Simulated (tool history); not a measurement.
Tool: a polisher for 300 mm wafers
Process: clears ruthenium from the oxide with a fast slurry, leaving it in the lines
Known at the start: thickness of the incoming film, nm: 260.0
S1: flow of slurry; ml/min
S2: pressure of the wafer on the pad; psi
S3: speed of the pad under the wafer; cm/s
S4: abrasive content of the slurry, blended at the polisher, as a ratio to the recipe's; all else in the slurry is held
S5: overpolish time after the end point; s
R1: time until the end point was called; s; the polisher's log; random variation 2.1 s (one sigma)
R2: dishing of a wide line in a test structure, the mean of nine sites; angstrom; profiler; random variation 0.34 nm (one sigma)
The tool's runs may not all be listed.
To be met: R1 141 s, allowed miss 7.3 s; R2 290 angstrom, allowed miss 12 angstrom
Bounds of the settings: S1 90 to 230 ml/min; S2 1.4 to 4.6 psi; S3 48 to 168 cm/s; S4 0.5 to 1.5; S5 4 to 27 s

{"run": 1, "hour": 0.0, "S1": 150, "S2": 3, "S3": 108, "S4": 1, "S5": 14, "R1": 45.438, "R2": 536.77}
{"run": 2, "hour": 5.4, "S1": 145, "S2": 2.7, "S3": 96, "S4": 1, "S5": 15, "R1": 54.089, "R2": 477.86}
{"run": 3, "hour": 6.8, "S1": 145, "S2": 2.7, "S3": 80, "S4": 1, "S5": 15, "R1": 64.104, "R2": 416.27}
{"run": 4, "hour": 10.0, "S1": 145, "S2": 3.1, "S3": 80, "S4": 1, "S5": 15, "R1": 60.585, "R2": 446.79}
{"run": 5, "hour": 18.2, "S1": 145, "S2": 3.4, "S3": 80, "S4": 1, "S5": 15, "R1": 57.459, "R2": 456.82}
{"run": 6, "hour": 25.7, "S1": 145, "S2": 3.4, "S3": 80, "S4": 0.8, "S5": 15, "R1": 63.391, "R2": 420.73}
{"run": 7, "hour": 33.5, "S1": 140, "S2": 3, "S3": 74, "S4": 0.8, "S5": 16, "R1": 75.481, "R2": 382.16}
{"run": 8, "hour": 35.5, "S1": 130, "S2": 2.2, "S3": 58, "S4": 0.8, "S5": 21, "R1": 115.52, "R2": 337.19}
{"run": 9, "hour": 44.1, "S1": 125, "S2": 2.1, "S3": 58, "S4": 0.8, "S5": 21, "R1": 121.04, "R2": 319.39}

Which of these 4 next moves meets every target?
{"run": "A", "hour": 52.7, "S1": 170, "S2": 2, "S3": 52, "S4": 0.85, "S5": 19, "R1": "?", "R2": "?"}
{"run": "B", "hour": 52.7, "S1": 90, "S2": 2.5, "S3": 48, "S4": 0.75, "S5": 22, "R1": "?", "R2": "?"}
{"run": "C", "hour": 52.7, "S1": 125, "S2": 2, "S3": 56, "S4": 0.85, "S5": 16, "R1": "?", "R2": "?"}
{"run": "D", "hour": 52.7, "S1": 155, "S2": 1.8, "S3": 68, "S4": 0.55, "S5": 19, "R1": "?", "R2": "?"}

move=A R1=121.78 R2=289.01
move=B R1=142.79 R2=285.69
move=C R1=119.59 R2=250.67
move=D R1=138.05 R2=257.36
A: as far off as the last run
B: meets every target
C: further off than the last run
D: brings the result that was furthest off to its target, and leaves another outside
Answer: B
